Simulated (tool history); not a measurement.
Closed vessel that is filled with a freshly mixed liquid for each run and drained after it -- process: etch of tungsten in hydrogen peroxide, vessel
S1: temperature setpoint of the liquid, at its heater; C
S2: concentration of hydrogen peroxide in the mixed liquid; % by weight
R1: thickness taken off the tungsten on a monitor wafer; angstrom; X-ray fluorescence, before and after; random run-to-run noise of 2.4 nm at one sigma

{"run": 1, "hour": 0.0, "S1": 57.0, "S2": 20.5, "time in the liquid (s)": 90, "R1": 1605.5}
{"run": 2, "hour": 4.5, "S1": 58.0, "S2": 21.0, "time in the liquid (s)": 90, "R1": 1724.1}
{"run": 3, "hour": 12.3, "S1": 58.0, "S2": 21.0, "time in the liquid (s)": 90, "R1": 1742.4}
{"run": 4, "hour": 13.9, "S1": 58.0, "S2": 21.0, "time in the liquid (s)": 90, "R1": 1733.9}
{"run": 5, "hour": 21.8, "S1": 58.0, "S2": 25.0, "time in the liquid (s)": 90, "R1": 1910.9}
{"run": 6, "hour": 23.9, "S1": 59.0, "S2": 25.0, "time in the liquid (s)": 90, "R1": 1984.0}
{"run": 7, "hour": 24.4, "S1": 60.0, "S2": 25.0, "time in the liquid (s)": 90, "R1": 2105.1}
{"run": 8, "hour": 31.7, "S1": 61.0, "S2": 25.0, "time in the liquid (s)": 90, "R1": 2271.9}
{"run": 9, "hour": 35.1, "S1": 61.5, "S2": 25.0, "time in the liquid (s)": 90, "R1": 2305.8}
{"run": 10, "hour": 41.6, "S1": 62.0, "S2": 25.0, "time in the liquid (s)": 90, "R1": 2399.8}
{"run": 11, "hour": 46.6, "S1": 62.5, "S2": 25.0, "time in the liquid (s)": 90, "R1": 2428.6}
{"run": 12, "hour": 49.5, "S1": 63.0, "S2": 25.0, "time in the liquid (s)": 90, "R1": 2501.8}

What will run 13 give?
{"run": 13, "hour": 53.0, "S1": 63.5, "S2": 25.0, "time in the liquid (s)": 90, "R1": "?"}

{"run 13": {"R1": 2578.3}}
